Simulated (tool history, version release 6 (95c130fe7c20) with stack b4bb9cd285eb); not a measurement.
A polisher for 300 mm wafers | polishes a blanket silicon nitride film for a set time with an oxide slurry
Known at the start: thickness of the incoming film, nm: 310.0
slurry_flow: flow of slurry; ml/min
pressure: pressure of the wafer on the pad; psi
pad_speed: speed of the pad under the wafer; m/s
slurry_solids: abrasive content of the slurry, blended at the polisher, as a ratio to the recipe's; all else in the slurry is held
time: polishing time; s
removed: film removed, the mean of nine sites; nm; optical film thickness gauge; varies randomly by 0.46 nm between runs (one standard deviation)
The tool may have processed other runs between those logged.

run,day,slurry_flow,pressure,pad_speed,slurry_solids,time,removed
1,0,205,2.9,1.12,1,44,20.428
2,0.371,205,2.9,0.92,1,44,17.53
3,0.625,205,2.9,1.04,1,44,19.845
4,0.796,205,2.9,1.04,1,44,19.568
# day 0.967: slurry blender recalibrated
5,0.967,205,3.6,1.04,1,44,28.293
6,1.208,205,3.7,1.04,1,44,28.818
7,1.246,205,3.8,1.04,1,44,30.162
8,1.442,205,3.9,1.04,1,44,30.188

Estimate the outcome of run 9 from the log above:
9,1.712,205,4,1.04,1,44,?

Run 9 gave removed 30.825 nm.

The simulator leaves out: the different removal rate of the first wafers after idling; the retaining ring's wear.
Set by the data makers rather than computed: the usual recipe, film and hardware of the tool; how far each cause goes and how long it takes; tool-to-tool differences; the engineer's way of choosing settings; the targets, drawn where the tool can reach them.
